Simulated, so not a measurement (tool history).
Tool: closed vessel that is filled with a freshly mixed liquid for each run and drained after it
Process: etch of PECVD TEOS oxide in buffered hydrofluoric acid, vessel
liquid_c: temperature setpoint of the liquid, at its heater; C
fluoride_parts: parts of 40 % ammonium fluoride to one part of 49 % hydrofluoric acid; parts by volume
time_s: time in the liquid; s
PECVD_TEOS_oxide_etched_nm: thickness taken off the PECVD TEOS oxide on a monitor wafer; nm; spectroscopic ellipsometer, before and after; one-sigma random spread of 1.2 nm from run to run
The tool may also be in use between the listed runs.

run    day  liquid_c  fluoride_parts  time_s  PECVD_TEOS_oxide_etched_nm
  1      0        21            12.5      35                      92.989
  2  0.267      22.5            12.5      35                      99.929
  3  0.429      23.5            12.5      35                      106.72
  4  0.492      23.5              15      35                      89.593
  5  0.767      23.5            12.5      35                      107.82
  6    0.9        25            12.5      35                      117.33
  7  1.179      25.5            12.5      35                      119.24
  8  1.238        26            12.5      35                      121.06

Expected results for the next run?
  9  1.45      26.5            12.5      35                           ?

Run 9 measured PECVD_TEOS_oxide_etched_nm 125.3 nm.
